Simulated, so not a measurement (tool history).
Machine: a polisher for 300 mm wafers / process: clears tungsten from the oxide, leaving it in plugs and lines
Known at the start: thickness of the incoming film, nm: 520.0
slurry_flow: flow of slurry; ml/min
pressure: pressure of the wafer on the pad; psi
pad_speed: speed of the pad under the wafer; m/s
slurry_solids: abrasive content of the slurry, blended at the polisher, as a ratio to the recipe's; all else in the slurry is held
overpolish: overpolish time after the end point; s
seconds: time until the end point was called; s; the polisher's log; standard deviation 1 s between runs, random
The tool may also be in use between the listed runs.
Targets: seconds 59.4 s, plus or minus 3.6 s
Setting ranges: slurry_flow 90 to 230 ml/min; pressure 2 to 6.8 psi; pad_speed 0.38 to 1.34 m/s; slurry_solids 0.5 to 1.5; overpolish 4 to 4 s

| run | day | slurry_flow | pressure | pad_speed | slurry_solids | overpolish | seconds |
|---|---|---|---|---|---|---|---|
| 1 | 0 | 150 | 4.4 | 0.86 | 1 | 4 | 88.253 |
| 2 | 0.175 | 150 | 4.4 | 0.86 | 1.2 | 4 | 83.235 |
| 3 | 0.304 | 150 | 4.6 | 0.86 | 1.2 | 4 | 82.124 |
| 4 | 0.475 | 150 | 4.8 | 0.86 | 1.2 | 4 | 80.272 |
| 5 | 0.538 | 150 | 4.2 | 0.86 | 1.2 | 4 | 91.235 |
| 6 | 0.6 | 150 | 4.4 | 0.86 | 1.2 | 4 | 85.839 |
| 7 | 0.858 | 150 | 4.4 | 0.86 | 1.2 | 4 | 87.122 |
| 8 | 1.146 | 150 | 4.6 | 0.86 | 1.2 | 4 | 81.447 |
| 9 | 1.512 | 150 | 4.8 | 0.86 | 1.2 | 4 | 78.491 |
| 10 | 1.696 | 150 | 5 | 0.86 | 1.2 | 4 | 78.158 |
| 11 | 1.854 | 150 | 5.2 | 0.86 | 1.2 | 4 | 77.33 |
| 12 | 1.979 | 150 | 5.4 | 0.88 | 1.2 | 4 | 73.549 |
| 13 | 2.071 | 150 | 5.6 | 0.9 | 1.2 | 4 | 68.808 |
|  | 2.175 | head pressure recalibrated |
| 14 | 2.175 | 150 | 5.7 | 0.9 | 1.2 | 4 | 72.206 |
| 15 | 2.2 | 150 | 5.8 | 0.92 | 1.2 | 4 | 71.861 |
| 16 | 2.533 | 150 | 5.9 | 0.94 | 1.2 | 4 | 66.647 |
| 17 | 2.817 | 150 | 6 | 0.94 | 1.2 | 4 | 66.936 |
| 18 | 3.175 | 150 | 6.1 | 0.94 | 1.2 | 4 | 65.803 |
| 19 | 3.425 | 150 | 6.2 | 0.94 | 1.2 | 4 | 64.812 |

Below are 4 possible settings for the next run. Only one of them brings all results inside the allowed miss of their targets. Which is it?
| A | 3.675 | 140 | 6.4 | 0.74 | 1.3 | 4 | ? |
| B | 3.675 | 160 | 5.4 | 0.88 | 1.15 | 4 | ? |
| C | 3.675 | 210 | 6.8 | 0.88 | 1.5 | 4 | ? |
| D | 3.675 | 160 | 5.1 | 1.04 | 1.25 | 4 | ? |

| move | seconds |
|---|---|
| A | 75.248 |
| B | 74.419 |
| C | 56.384 |
| D | 66.02 |
A: its largest miss is bigger than the last run's
B: its largest miss is bigger than the last run's
C: meets every target
D: its largest miss is bigger than the last run's
The right move is C.

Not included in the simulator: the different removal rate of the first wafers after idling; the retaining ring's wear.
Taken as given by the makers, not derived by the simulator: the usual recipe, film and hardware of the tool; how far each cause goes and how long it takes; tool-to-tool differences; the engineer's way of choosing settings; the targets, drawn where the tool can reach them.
